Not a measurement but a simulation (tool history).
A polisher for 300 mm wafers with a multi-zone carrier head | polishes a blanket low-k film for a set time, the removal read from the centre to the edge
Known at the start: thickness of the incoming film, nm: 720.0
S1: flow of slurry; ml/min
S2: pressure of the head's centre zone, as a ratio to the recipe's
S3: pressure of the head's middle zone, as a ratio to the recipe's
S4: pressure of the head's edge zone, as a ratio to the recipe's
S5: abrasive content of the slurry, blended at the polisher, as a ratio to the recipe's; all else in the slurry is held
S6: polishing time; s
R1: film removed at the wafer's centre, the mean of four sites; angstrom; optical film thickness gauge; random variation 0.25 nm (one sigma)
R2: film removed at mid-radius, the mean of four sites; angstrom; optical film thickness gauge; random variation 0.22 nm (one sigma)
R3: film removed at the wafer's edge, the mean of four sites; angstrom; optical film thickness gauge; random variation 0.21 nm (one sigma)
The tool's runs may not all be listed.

run	day	S1	S2	S3	S4	S5	S6	R1	R2	R3
1	0	300	1	1	1	1	55	242.05	243.77	237.58
2	0.304	300	1	0.98	0.99	0.95	54	235.02	221.14	227.27
3	0.404	300	1	0.98	0.98	0.9	53	222.5	208.6	213.74
4	0.429	300	1.08	0.98	0.98	0.9	53	238.42	213.91	207.75
5	0.658	300	1.07	0.98	0.97	0.85	53	225.85	201.61	201.91
6	0.971	260	1.07	0.98	0.97	0.85	53	228.15	200.32	203.65
7	1.175	260	1.07	0.98	0.96	0.8	53	209.96	193.38	186.78
8	1.492	255	1.06	0.96	0.95	0.8	53	211.58	186.18	190.05

Forecast run 9:
9	1.633	255	1.05	0.96	0.94	0.8	53	?	?	?

R1: 208.29 angstrom
R2: 194.05 angstrom
R3: 191.44 angstrom
